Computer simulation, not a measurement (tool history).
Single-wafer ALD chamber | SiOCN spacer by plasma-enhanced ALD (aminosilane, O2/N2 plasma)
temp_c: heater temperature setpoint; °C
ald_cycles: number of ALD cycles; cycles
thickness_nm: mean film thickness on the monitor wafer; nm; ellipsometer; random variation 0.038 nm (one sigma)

| run | day | temp_c | ald_cycles | thickness_nm |
|---|---|---|---|---|
| 1 | 0.000 | 375 | 116 | 6.9347 |
| 2 | 0.283 | 382 | 116 | 6.9210 |
| 3 | 0.521 | 382 | 122 | 7.2713 |
| 4 | 0.833 | 382 | 126 | 7.5092 |
|  | 1.208 | thermocouple changed; heater temperature recalibrated |
| 5 | 1.208 | 382 | 140 | 8.3267 |
| 6 | 1.296 | 373 | 140 | 8.3503 |

Run 7 comes next. What will it give?
| 7 | 1.646 | 373 | 138 | ? |

thickness_nm: 8.2103 nm
